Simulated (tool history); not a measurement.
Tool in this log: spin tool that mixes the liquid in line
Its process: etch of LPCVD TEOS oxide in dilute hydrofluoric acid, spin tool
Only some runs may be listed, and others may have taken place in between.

run	day	temperature setpoint of the liquid (°C)	parts of water to one part of 49 % hydrofluoric acid (parts by volume)	time under the liquid (s)	thickness taken off the LPCVD TEOS oxide on a monitor wafer (nm)
1	0.000	23.0	230	315	31.821
2	0.100	23.0	230	315	31.971
3	0.283	23.0	230	315	31.716
4	0.442	23.0	230	335	33.996
5	0.667	23.0	160	335	52.250
6	0.858	22.0	190	335	40.724
7	1.142	21.0	210	335	34.461
8	1.288	20.5	225	335	31.887

The next listed run, before its measurement:
9	1.458	20.0	240	335	?

Run 9 gave thickness taken off the LPCVD TEOS oxide on a monitor wafer (nm) 28.348.

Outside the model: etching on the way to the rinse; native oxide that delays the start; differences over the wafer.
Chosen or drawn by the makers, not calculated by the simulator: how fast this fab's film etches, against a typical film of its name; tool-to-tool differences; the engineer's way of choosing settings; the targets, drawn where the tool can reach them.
